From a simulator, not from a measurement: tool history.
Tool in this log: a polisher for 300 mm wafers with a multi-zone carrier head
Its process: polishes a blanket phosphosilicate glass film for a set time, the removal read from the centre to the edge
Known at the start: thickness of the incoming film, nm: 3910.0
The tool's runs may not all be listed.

run,hour,flow of slurry (ml/min),pressure of the head's centre zone,pressure of the head's middle zone,pressure of the head's edge zone,abrasive content of the slurry,polishing time (s),film removed at the wafer's centre (nm),film removed at mid-radius (nm),film removed at the wafer's edge (nm)
1,0,145,1,1,1,1,39,385.02,406.69,379.32
2,4.2,145,1,1,1,0.8,39,327.4,329.6,323.65
3,10.8,130,0.97,1,0.98,0.8,39,311.43,328.51,315.4
4,19.6,120,0.95,0.99,0.97,0.8,39,297.75,319.84,311.56
5,20.9,120,1.02,0.99,0.97,0.8,39,314.13,313.49,305.52
6,21.4,120,1.02,1.05,0.97,0.8,39,315.47,332.77,312.93
7,25.8,110,1,1.03,0.97,0.8,39,305.11,320.73,295.95

What will run 8 give?
8,30.3,105,0.96,1,0.98,0.8,39,?,?,?

{"run 8": {"film removed at the wafer's centre (nm)": 287.21, "film removed at mid-radius (nm)": 308.97, "film removed at the wafer's edge (nm)": 294.46}}
